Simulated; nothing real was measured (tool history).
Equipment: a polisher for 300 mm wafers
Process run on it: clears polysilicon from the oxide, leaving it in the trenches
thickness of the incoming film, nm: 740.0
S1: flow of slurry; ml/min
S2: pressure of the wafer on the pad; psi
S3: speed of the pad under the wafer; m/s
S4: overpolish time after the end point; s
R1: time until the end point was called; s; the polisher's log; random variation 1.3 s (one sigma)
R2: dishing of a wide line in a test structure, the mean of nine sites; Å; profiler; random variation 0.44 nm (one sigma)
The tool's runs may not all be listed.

run,hour,S1,S2,S3,S4,R1,R2
1,0.0,300,2.3,1.06,20,61.082,413.98
2,6.0,300,2.0,1.06,20,69.322,411.30
3,11.9,300,2.0,1.06,23,70.101,417.86
4,19.9,300,1.7,1.04,17,82.847,396.82
5,26.5,300,1.2,1.04,17,116.320,373.91
6,27.5,275,1.2,1.04,17,114.940,373.85

Estimate the outcome of run 7 from the log above:
7,30.1,275,1.3,1.04,17,?,?

{"run 7": {"R1": 108.29, "R2": 385.9}}
